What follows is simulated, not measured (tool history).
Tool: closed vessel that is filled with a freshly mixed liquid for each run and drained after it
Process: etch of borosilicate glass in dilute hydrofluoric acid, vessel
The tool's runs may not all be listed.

run,day,temperature setpoint of the liquid (K),parts of water to one part of 49 % hydrofluoric acid (parts by volume),time in the liquid (s),thickness taken off the borosilicate glass on a monitor wafer (angstrom)
1,0.000,299.15,160,540,575.14
2,0.271,299.15,160,575,625.82
3,0.404,297.15,165,575,551.14
4,0.508,295.65,165,575,522.36
5,0.633,295.65,165,575,527.07
6,0.779,294.65,170,575,482.22
7,1.050,293.65,170,575,461.65

The next listed run, before its measurement:
8,1.233,293.15,170,575,?

{"run 8": {"thickness taken off the borosilicate glass on a monitor wafer (angstrom)": 457.84}}
